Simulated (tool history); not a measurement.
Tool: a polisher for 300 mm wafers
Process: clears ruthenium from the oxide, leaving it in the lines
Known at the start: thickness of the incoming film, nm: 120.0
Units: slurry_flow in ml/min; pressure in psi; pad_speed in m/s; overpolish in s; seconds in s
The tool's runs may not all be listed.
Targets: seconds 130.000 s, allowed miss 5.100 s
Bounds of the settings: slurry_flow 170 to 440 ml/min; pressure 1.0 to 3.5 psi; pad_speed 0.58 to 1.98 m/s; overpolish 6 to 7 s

Run 1, hour 0.0: slurry_flow 280 ml/min, pressure 2.2 psi, pad_speed 1.28 m/s, overpolish 7 s. Result: seconds 87.154 s.
Run 2, hour 5.7: slurry_flow 280 ml/min, pressure 2.2 psi, pad_speed 1.28 m/s, overpolish 6 s. Result: seconds 89.689 s.
Run 3, hour 9.9: slurry_flow 280 ml/min, pressure 1.9 psi, pad_speed 1.28 m/s, overpolish 6 s. Result: seconds 102.670 s.
Run 4, hour 15.9: slurry_flow 280 ml/min, pressure 1.9 psi, pad_speed 1.42 m/s, overpolish 6 s. Result: seconds 92.031 s.
Run 5, hour 18.5: slurry_flow 235 ml/min, pressure 1.9 psi, pad_speed 1.42 m/s, overpolish 6 s. Result: seconds 92.501 s.
Run 6, hour 26.9: slurry_flow 235 ml/min, pressure 1.9 psi, pad_speed 1.42 m/s, overpolish 7 s. Result: seconds 93.719 s.
Run 7, hour 32.3: slurry_flow 235 ml/min, pressure 1.7 psi, pad_speed 1.42 m/s, overpolish 7 s. Result: seconds 104.410 s.
Run 8, hour 39.6: slurry_flow 235 ml/min, pressure 1.6 psi, pad_speed 1.42 m/s, overpolish 7 s. Result: seconds 109.320 s.
Run 9, hour 48.4: slurry_flow 235 ml/min, pressure 1.5 psi, pad_speed 1.42 m/s, overpolish 7 s. Result: seconds 117.610 s.

4 next moves are on the table. One of them brings every result within its allowed miss. Which?
Run A, hour 57.2: slurry_flow 190 ml/min, pressure 1.5 psi, pad_speed 1.54 m/s, overpolish 6 s. Result: seconds ?.
Run B, hour 57.2: slurry_flow 175 ml/min, pressure 1.6 psi, pad_speed 1.52 m/s, overpolish 6 s. Result: seconds ?.
Run C, hour 57.2: slurry_flow 295 ml/min, pressure 1.5 psi, pad_speed 1.48 m/s, overpolish 6 s. Result: seconds ?.
Run D, hour 57.2: slurry_flow 230 ml/min, pressure 2.0 psi, pad_speed 0.98 m/s, overpolish 6 s. Result: seconds ?.

move  seconds
   A  111.980
   B  107.360
   C  112.530
   D  129.530
A: further off than the last run
B: further off than the last run
C: further off than the last run
D: meets every target
Move D is the one to make.
